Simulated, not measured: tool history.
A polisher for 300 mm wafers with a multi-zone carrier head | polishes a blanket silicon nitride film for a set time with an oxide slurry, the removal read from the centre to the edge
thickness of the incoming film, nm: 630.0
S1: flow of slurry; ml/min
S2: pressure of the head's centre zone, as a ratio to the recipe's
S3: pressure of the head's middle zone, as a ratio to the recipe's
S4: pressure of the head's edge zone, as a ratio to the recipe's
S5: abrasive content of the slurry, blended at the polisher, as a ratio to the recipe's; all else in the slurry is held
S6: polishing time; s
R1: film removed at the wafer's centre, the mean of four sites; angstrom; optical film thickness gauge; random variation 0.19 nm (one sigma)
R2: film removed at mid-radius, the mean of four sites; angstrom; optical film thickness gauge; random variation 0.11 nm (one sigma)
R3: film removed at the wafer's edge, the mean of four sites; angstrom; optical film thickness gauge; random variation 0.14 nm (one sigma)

run    day   S1    S2    S3    S4    S5  S6      R1      R2      R3
  1  0.000  275  1.00  1.00  1.00  1.00  39  200.17  192.79  196.91
  2  0.025  275  1.00  1.00  1.00  1.10  39  206.74  201.51  204.43
  3  0.150  275  1.00  0.98  0.98  1.00  37  184.38  179.19  186.65
  4  0.504  275  1.03  0.98  0.96  0.90  35  173.33  162.61  162.74
  5  0.629  270  1.03  0.95  0.94  0.80  35  155.06  146.88  151.09
  6  0.725  270  1.03  0.88  0.94  0.80  35  155.69  137.15  149.02
  7  0.788  265  1.03  0.87  0.92  0.75  35  153.43  130.73  141.63
  8  1.004  240  0.94  0.82  0.82  0.60  35  114.11  103.25  111.54
  9  1.075  255  0.96  0.83  0.83  0.60  35  121.53  105.97  112.75

The next listed run, before its measurement:
 10  1.392  315  0.97  0.86  0.93  0.65  35   ?   ?   ?

R1: 131.39 angstrom
R2: 119.87 angstrom
R3: 130.57 angstrom
